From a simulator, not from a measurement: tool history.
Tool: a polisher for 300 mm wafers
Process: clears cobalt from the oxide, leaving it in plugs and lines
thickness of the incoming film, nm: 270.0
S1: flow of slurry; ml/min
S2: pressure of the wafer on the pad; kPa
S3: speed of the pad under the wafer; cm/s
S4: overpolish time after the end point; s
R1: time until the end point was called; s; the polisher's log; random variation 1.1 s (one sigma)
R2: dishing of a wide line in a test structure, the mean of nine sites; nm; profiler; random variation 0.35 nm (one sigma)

run 1 day=0.000 | S1=210 S2=12.4 S3=98 S4=23 | R1=71.709 R2=39.920
run 2 day=0.288 | S1=210 S2=12.4 S3=84 S4=23 | R1=83.039 R2=38.858
run 3 day=0.492 | S1=180 S2=12.4 S3=84 S4=23 | R1=84.001 R2=37.265
run 4 day=0.633 | S1=180 S2=12.4 S3=84 S4=18 | R1=85.151 R2=32.363
run 5 day=0.971 | S1=180 S2=12.4 S3=84 S4=22 | R1=85.115 R2=37.457
run 6 day=1.150 | S1=215 S2=11.0 S3=94 S4=19 | R1=83.184 R2=33.542
run 7 day=1.417 | S1=195 S2=9.7 S3=104 S4=16 | R1=86.501 R2=31.205
run 8 day=1.454 | S1=195 S2=9.7 S3=102 S4=7 | R1=87.159 R2=16.459

Run 9 comes next. What will it give?
run 9 day=1.504 | S1=195 S2=10.3 S3=102 S4=8 | R1=? R2=?

Run 9 gave R1 81.255 s, R2 18.995 nm.
